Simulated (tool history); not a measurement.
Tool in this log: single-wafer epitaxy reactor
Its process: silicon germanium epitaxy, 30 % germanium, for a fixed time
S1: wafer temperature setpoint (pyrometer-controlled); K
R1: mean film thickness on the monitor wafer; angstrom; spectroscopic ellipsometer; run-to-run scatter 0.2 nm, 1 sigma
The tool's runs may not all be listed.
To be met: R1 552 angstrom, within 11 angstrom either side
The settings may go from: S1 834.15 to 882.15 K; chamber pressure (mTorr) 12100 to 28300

run 1 hour=0 | S1=858.15 chamber_pressure_(mTorr)=20200 | R1=462.64
run 2 hour=7.7 | S1=847.15 chamber_pressure_(mTorr)=20200 | R1=384.94
run 3 hour=12.9 | S1=847.15 chamber_pressure_(mTorr)=22700 | R1=406.06
run 4 hour=16.6 | S1=847.15 chamber_pressure_(mTorr)=25500 | R1=427.48
run 5 hour=25.6 | S1=851.15 chamber_pressure_(mTorr)=25600 | R1=456.89
run 6 hour=33.6 | S1=857.15 chamber_pressure_(mTorr)=25600 | R1=504.04
run 7 hour=38.9 | S1=858.15 chamber_pressure_(mTorr)=25600 | R1=512.29
run 8 hour=42.7 | S1=858.15 chamber_pressure_(mTorr)=25600 | R1=513.29
run 9 hour=43.8 | S1=859.15 chamber_pressure_(mTorr)=25600 | R1=521.68
run 10 hour=45.3 | S1=860.15 chamber_pressure_(mTorr)=25600 | R1=530.88

4 candidate next runs follow, results not yet known. Just one meets every target within its allowed miss. Identify it.
run A hour=46.8 | S1=864.15 chamber_pressure_(mTorr)=24300 | R1=?
run B hour=46.8 | S1=859.15 chamber_pressure_(mTorr)=24900 | R1=?
run C hour=46.8 | S1=857.15 chamber_pressure_(mTorr)=27400 | R1=?
run D hour=46.8 | S1=855.15 chamber_pressure_(mTorr)=27700 | R1=?

move=A R1=554.96
move=B R1=516.34
move=C R1=520.33
move=D R1=505.57
A: every result within its allowed miss
B: further off than the last run
C: further off than the last run
D: further off than the last run
So the answer is move A, the one that meets all the targets.

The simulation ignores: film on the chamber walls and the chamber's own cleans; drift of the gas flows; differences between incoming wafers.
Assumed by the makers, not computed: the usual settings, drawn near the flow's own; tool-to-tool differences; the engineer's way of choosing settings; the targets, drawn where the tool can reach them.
